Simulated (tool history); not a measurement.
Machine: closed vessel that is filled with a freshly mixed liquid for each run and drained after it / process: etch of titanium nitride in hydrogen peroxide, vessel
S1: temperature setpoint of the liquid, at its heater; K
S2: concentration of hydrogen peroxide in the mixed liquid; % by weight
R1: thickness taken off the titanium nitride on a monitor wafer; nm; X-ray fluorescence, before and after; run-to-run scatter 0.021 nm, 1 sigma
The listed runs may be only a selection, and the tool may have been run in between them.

{"run": 1, "hour": 0.0, "S1": 316.15, "S2": 22.5, "time in the liquid (s)": 180, "R1": 4.603}
{"run": 2, "hour": 7.1, "S1": 315.15, "S2": 22.5, "time in the liquid (s)": 180, "R1": 4.2047}
{"run": 3, "hour": 14.6, "S1": 315.15, "S2": 22.5, "time in the liquid (s)": 180, "R1": 4.2581}
{"run": 4, "hour": 19.0, "S1": 315.15, "S2": 22.5, "time in the liquid (s)": 105, "R1": 2.4862}
{"run": 5, "hour": 21.9, "S1": 310.15, "S2": 22.5, "time in the liquid (s)": 105, "R1": 1.6937}
{"run": 6, "hour": 27.9, "S1": 314.65, "S2": 22.5, "time in the liquid (s)": 105, "R1": 2.414}
{"run": 7, "hour": 32.3, "S1": 314.65, "S2": 22.5, "time in the liquid (s)": 105, "R1": 2.3924}

Run 8 is up next; what results do you expect?
{"run": 8, "hour": 39.7, "S1": 318.65, "S2": 22.5, "time in the liquid (s)": 105, "R1": "?"}

Logged for run 8: R1 3.2113 nm.
